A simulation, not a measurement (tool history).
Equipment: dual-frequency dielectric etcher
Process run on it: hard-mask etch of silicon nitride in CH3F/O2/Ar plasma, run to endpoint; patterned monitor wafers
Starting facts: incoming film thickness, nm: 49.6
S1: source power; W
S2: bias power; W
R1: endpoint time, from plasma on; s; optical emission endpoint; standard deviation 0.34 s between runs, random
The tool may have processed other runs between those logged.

Run 1, hour 0.0: S1 340 W, S2 102 W. Result: R1 67.622 s.
Run 2, hour 8.9: S1 340 W, S2 116 W. Result: R1 63.876 s.
Run 3, hour 10.8: S1 340 W, S2 101 W. Result: R1 67.701 s.
Run 4, hour 16.0: S1 370 W, S2 103 W. Result: R1 65.130 s.
Run 5, hour 23.0: S1 390 W, S2 105 W. Result: R1 64.745 s.
Run 6, hour 28.3: S1 390 W, S2 98 W. Result: R1 66.017 s.
Run 7, hour 32.1: S1 410 W, S2 103 W. Result: R1 63.177 s.

Predict the results of run 8:
Run 8, hour 40.7: S1 420 W, S2 105 W. Result: R1 ?.

{"run 8": {"R1": 63.335}}
